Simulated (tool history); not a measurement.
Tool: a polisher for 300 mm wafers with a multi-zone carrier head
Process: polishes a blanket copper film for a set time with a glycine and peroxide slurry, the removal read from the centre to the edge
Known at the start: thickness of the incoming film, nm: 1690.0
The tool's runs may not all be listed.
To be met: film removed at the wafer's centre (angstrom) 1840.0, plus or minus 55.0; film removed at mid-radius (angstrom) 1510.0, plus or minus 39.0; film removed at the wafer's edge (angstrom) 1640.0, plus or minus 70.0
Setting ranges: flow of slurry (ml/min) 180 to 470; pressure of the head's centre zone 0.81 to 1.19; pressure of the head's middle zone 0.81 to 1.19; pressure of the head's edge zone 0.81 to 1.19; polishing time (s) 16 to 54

run  hour  flow of slurry (ml/min)  pressure of the head's centre zone  pressure of the head's middle zone  pressure of the head's edge zone  polishing time (s)  film removed at the wafer's centre (angstrom)  film removed at mid-radius (angstrom)  film removed at the wafer's edge (angstrom)
  1   0.0                      300                                1.00                                1.00                              1.00                  35                                         1257.9                                 1300.8                                       1305.3
  2   7.1                      300                                1.00                                1.00                              1.00                  40                                         1452.3                                 1493.4                                       1513.1
  3  10.6                      310                                1.04                                0.99                              1.02                  40                                         1519.1                                 1480.5                                       1507.1
  4  19.2                      310                                1.04                                0.99                              1.02                  45                                         1697.6                                 1634.4                                       1680.3
  5  27.3                      310                                1.06                                0.98                              1.02                  45                                         1730.4                                 1651.9                                       1653.4
  6  33.4                      310                                1.07                                0.96                              1.03                  45                                         1759.0                                 1634.3                                       1730.3
  7  39.8                      310                                1.09                                0.94                              1.02                  45                                         1764.3                                 1604.6                                       1667.2
  8  48.3                      310                                1.10                                0.92                              1.02                  45                                         1798.8                                 1609.3                                       1669.4
     55.2  -- slurry nozzle cleaned
  9  55.2                      310                                1.11                                0.90                              1.02                  45                                         1879.8                                 1626.7                                       1733.2

Consider the 5 candidate settings below. Which is the only one whose results all fall within their allowed miss of target?
  A  62.1                      235                                1.16                                0.86                              1.00                  44                                              ?                                      ?                                            ?
  B  62.1                      195                                1.14                                1.04                              1.05                  45                                              ?                                      ?                                            ?
  C  62.1                      290                                1.10                                0.95                              0.99                  47                                              ?                                      ?                                            ?
  D  62.1                      185                                1.07                                1.10                              1.00                  49                                              ?                                      ?                                            ?
  E  62.1                      330                                1.16                                0.93                              0.96                  48                                              ?                                      ?                                            ?

move  film removed at the wafer's centre (angstrom)  film removed at mid-radius (angstrom)  film removed at the wafer's edge (angstrom)
   A                                         1864.6                                 1510.6                                       1652.9
   B                                         1830.8                                 1683.7                                       1700.7
   C                                         1933.3                                 1741.9                                       1783.7
   D                                         1857.0                                 1883.9                                       1798.4
   E                                         2108.7                                 1777.0                                       1810.8
A: all results in spec
B: lands further from the targets than the last run did
C: lands further from the targets than the last run did
D: lands further from the targets than the last run did
E: lands further from the targets than the last run did
Answer: A

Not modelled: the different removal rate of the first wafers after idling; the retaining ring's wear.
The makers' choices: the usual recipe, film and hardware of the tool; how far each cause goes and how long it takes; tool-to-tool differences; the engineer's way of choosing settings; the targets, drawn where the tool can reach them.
